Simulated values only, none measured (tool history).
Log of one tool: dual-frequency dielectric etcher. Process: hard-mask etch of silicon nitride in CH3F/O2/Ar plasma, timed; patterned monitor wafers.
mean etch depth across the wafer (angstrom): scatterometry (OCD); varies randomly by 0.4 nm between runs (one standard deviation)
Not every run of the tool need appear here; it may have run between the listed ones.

| run | hour | source power (kW) | bias power (kW) | etch time (s) | mean etch depth across the wafer (angstrom) |
|---|---|---|---|---|---|
| 1 | 0 | 0.44 | 0.067 | 107.5 | 761.93 |
| 2 | 2.6 | 0.44 | 0.073 | 107.5 | 783.87 |
| 3 | 7.7 | 0.47 | 0.073 | 107.5 | 814.41 |
| 4 | 10.5 | 0.47 | 0.073 | 107.5 | 807.69 |
| 5 | 16.2 | 0.42 | 0.073 | 107.5 | 768.88 |
| 6 | 21.1 | 0.5 | 0.073 | 107.5 | 828.57 |

Expected results for the next run?
| 7 | 29.3 | 0.44 | 0.068 | 106.5 | ? |

mean etch depth across the wafer (angstrom): 760.54

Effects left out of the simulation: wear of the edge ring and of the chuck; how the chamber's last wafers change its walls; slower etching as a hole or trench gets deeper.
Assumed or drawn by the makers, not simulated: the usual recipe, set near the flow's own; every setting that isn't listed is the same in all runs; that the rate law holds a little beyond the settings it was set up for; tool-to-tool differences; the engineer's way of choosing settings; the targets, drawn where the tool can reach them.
